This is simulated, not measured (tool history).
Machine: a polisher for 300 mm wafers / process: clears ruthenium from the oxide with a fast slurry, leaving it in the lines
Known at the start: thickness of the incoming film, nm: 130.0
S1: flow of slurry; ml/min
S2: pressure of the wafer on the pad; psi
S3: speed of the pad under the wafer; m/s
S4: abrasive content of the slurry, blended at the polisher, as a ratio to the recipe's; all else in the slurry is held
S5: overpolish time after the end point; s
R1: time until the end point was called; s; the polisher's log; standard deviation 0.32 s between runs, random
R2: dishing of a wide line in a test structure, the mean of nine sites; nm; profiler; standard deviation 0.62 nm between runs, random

run,day,S1,S2,S3,S4,S5,R1,R2
1,0.000,185,3.1,0.98,1.0,26,32.691,35.674
2,0.200,185,3.1,0.88,1.0,26,36.306,35.229
3,0.429,185,3.3,0.88,1.0,26,33.886,36.695
4,0.779,185,3.4,0.88,1.0,24,33.066,34.991
5,0.825,185,3.4,0.78,1.0,24,36.392,33.967
6,1.029,185,3.4,0.90,1.0,24,32.722,34.951
7,1.183,185,3.5,0.90,1.0,24,31.826,35.777
8,1.317,185,3.6,0.90,1.0,24,30.290,36.059
9,1.346,185,3.7,0.90,1.0,24,30.936,36.249
10,1.629,185,3.8,0.92,1.0,23,28.320,36.720
11,1.833,185,3.9,0.92,1.0,23,27.677,36.637
12,2.125,185,4.0,0.92,1.0,23,27.481,35.771
13,2.454,185,4.1,0.92,1.0,24,26.687,36.609
14,2.675,185,4.2,0.92,1.0,24,25.935,37.887
15,2.933,185,4.3,0.92,1.0,24,24.786,35.856
16,3.229,185,4.3,0.94,1.0,25,25.043,37.529
17,3.396,185,4.4,0.94,1.0,25,24.396,37.563

Estimate the outcome of run 18 from the log above:
18,3.742,185,4.7,0.94,1.0,25,?,?

Run 18 gave R1 22.541 s, R2 36.370 nm.
